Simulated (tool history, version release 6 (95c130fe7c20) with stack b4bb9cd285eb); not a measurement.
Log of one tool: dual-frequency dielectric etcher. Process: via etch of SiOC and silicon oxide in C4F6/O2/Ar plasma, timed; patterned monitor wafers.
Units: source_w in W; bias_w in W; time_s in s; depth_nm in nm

Run 1, hour 0: source_w 360 W, bias_w 210 W, time_s 31.5 s. Result: depth_nm 33.49 nm.
Run 2, hour 3.1: source_w 360 W, bias_w 210 W, time_s 28.5 s. Result: depth_nm 30.165 nm.
Run 3, hour 3.7: source_w 360 W, bias_w 210 W, time_s 31.5 s. Result: depth_nm 33.046 nm.
Run 4, hour 7.8: source_w 380 W, bias_w 215 W, time_s 31.5 s. Result: depth_nm 34.243 nm.
Run 5, hour 12.3: source_w 400 W, bias_w 217 W, time_s 31.5 s. Result: depth_nm 34.872 nm.
Run 6, hour 18.9: source_w 400 W, bias_w 199 W, time_s 31.5 s. Result: depth_nm 34.018 nm.
Run 7, hour 24.3: source_w 420 W, bias_w 204 W, time_s 31.5 s. Result: depth_nm 35.129 nm.
Run 8, hour 29.4: source_w 430 W, bias_w 207 W, time_s 31.5 s. Result: depth_nm 35.488 nm.
Run 9, hour 32.7: source_w 440 W, bias_w 211 W, time_s 31.5 s. Result: depth_nm 35.88 nm.
Run 10, hour 39.9: source_w 450 W, bias_w 216 W, time_s 31.5 s. Result: depth_nm 36.618 nm.
Run 11, hour 48.4: source_w 460 W, bias_w 219 W, time_s 31.5 s. Result: depth_nm 36.804 nm.
Run 12, hour 51.8: source_w 470 W, bias_w 225 W, time_s 31.5 s. Result: depth_nm 37.51 nm.
Run 13, hour 55: source_w 480 W, bias_w 229 W, time_s 31.5 s. Result: depth_nm 38.291 nm.

Forecast run 14:
Run 14, hour 59.2: source_w 480 W, bias_w 230 W, time_s 31.5 s. Result: depth_nm ?.

{"run 14": {"depth_nm": 38.482}}
